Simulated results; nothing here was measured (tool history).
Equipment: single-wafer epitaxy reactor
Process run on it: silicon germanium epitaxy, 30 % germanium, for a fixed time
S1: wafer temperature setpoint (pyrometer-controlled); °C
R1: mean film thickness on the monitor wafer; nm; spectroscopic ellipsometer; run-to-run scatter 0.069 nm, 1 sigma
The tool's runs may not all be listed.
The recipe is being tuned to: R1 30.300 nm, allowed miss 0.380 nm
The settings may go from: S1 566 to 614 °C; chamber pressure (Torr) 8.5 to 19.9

Run 1, day 0.000: S1 590 °C, chamber pressure (Torr) 14.2. Result: R1 39.380 nm.
Run 2, day 0.329: S1 588 °C, chamber pressure (Torr) 14.2. Result: R1 38.096 nm.
Run 3, day 0.629: S1 588 °C, chamber pressure (Torr) 16.7. Result: R1 40.000 nm.
Run 4, day 0.725: S1 588 °C, chamber pressure (Torr) 17.7. Result: R1 41.051 nm.
Run 5, day 0.821: S1 595 °C, chamber pressure (Torr) 17.7. Result: R1 46.627 nm.
Run 6, day 1.179: S1 595 °C, chamber pressure (Torr) 19.9. Result: R1 48.363 nm.
Run 7, day 1.317: S1 591 °C, chamber pressure (Torr) 19.9. Result: R1 44.957 nm.
Run 8, day 1.429: S1 587 °C, chamber pressure (Torr) 19.9. Result: R1 41.692 nm.
Run 9, day 1.538: S1 584 °C, chamber pressure (Torr) 19.9. Result: R1 39.485 nm.
Run 10, day 1.683: S1 572 °C, chamber pressure (Torr) 19.8. Result: R1 31.074 nm.

Below are 4 possible settings for the next run. Only one of them brings all results inside the allowed miss of their targets. Which is it?
Run A, day 1.829: S1 573 °C, chamber pressure (Torr) 18.9. Result: R1 ?.
Run B, day 1.829: S1 572 °C, chamber pressure (Torr) 19.9. Result: R1 ?.
Run C, day 1.829: S1 573 °C, chamber pressure (Torr) 19.3. Result: R1 ?.
Run D, day 1.829: S1 571 °C, chamber pressure (Torr) 19.1. Result: R1 ?.

move      R1
   A  31.292
   B  31.238
   C  31.521
   D  30.193
A: moves away from the targets compared with the last run
B: moves away from the targets compared with the last run
C: moves away from the targets compared with the last run
D: all results in spec
Correct choice: D, which meets every target
